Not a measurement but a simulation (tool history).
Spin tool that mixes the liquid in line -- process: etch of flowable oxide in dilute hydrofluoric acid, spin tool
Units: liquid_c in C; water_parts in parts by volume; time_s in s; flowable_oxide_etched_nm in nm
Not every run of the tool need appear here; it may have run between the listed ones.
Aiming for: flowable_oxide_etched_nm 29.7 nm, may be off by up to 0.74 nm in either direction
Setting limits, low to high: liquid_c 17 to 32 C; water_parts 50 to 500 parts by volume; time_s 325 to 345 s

| run | hour | liquid_c | water_parts | time_s | flowable_oxide_etched_nm |
|---|---|---|---|---|---|
| 1 | 0 | 24 | 275 | 325 | 35.968 |
| 2 | 5.2 | 23 | 275 | 325 | 35.095 |
| 3 | 8.5 | 21 | 275 | 325 | 32.426 |
| 4 | 9.7 | 21 | 200 | 325 | 47.586 |
| 5 | 10.9 | 21 | 200 | 345 | 50.696 |
| 6 | 19 | 21 | 150 | 345 | 71.557 |
| 7 | 26.3 | 20.5 | 170 | 345 | 60.553 |
| 8 | 28 | 20 | 190 | 345 | 51.962 |
| 9 | 32.6 | 20 | 190 | 345 | 51.863 |
| 10 | 38.6 | 19.5 | 205 | 345 | 46.795 |

Which single option among these 5 for the next run brings every result within its allowed miss of target? Just one does.
| A | 44.6 | 18 | 285 | 325 | ? |
| B | 44.6 | 20 | 235 | 325 | ? |
| C | 44.6 | 20 | 330 | 325 | ? |
| D | 44.6 | 18 | 270 | 325 | ? |
| E | 44.6 | 18 | 220 | 330 | ? |

| move | flowable_oxide_etched_nm |
|---|---|
| A | 27.977 |
| B | 38.284 |
| C | 25.012 |
| D | 29.919 |
| E | 38.993 |
A: carries the result that was furthest off beyond its target, to the other side
B: gains on the last run, yet a result remains outside its allowed miss
C: carries the result that was furthest off beyond its target, to the other side
D: all results land within tolerance of their targets
E: gains on the last run, yet a result remains outside its allowed miss
The move that meets every target is D.
